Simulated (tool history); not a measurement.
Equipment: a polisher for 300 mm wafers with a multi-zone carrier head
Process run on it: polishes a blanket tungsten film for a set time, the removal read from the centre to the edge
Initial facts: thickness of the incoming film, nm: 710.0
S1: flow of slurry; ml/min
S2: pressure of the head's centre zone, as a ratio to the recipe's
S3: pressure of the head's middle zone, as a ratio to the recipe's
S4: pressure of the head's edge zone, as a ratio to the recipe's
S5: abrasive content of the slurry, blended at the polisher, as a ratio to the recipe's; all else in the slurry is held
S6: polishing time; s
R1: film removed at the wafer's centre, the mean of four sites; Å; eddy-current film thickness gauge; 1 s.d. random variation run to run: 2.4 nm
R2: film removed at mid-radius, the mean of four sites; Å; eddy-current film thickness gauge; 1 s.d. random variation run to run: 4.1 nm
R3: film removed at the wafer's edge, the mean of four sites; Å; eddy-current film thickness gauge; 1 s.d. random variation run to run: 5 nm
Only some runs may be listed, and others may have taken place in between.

| run | hour | S1 | S2 | S3 | S4 | S5 | S6 | R1 | R2 | R3 |
|---|---|---|---|---|---|---|---|---|---|---|
| 1 | 0 | 285 | 1 | 1 | 1 | 1 | 46 | 2783.8 | 3021 | 3053.8 |
| 2 | 6.9 | 290 | 1.02 | 1 | 1.04 | 1.15 | 47 | 3034.3 | 3159.7 | 3266.1 |
| 3 | 12.4 | 290 | 1.02 | 1 | 1.04 | 1.35 | 47 | 3152.1 | 3252.2 | 3434.3 |
| 4 | 15.3 | 290 | 1.09 | 1 | 1.04 | 1.35 | 47 | 3345.7 | 3259.4 | 3373 |
| 5 | 23.9 | 290 | 1.09 | 0.97 | 1.04 | 1.35 | 47 | 3327.1 | 3164.8 | 3402.1 |
| 6 | 32.5 | 290 | 1.09 | 0.97 | 0.97 | 1.35 | 47 | 3331.1 | 3241 | 3301.5 |

Run 7 is up next; what results do you expect?
| 7 | 36 | 295 | 1.08 | 0.98 | 1.01 | 1.4 | 49 | ? | ? | ? |

R1: 3493.2 Å
R2: 3399.3 Å
R3: 3545.5 Å
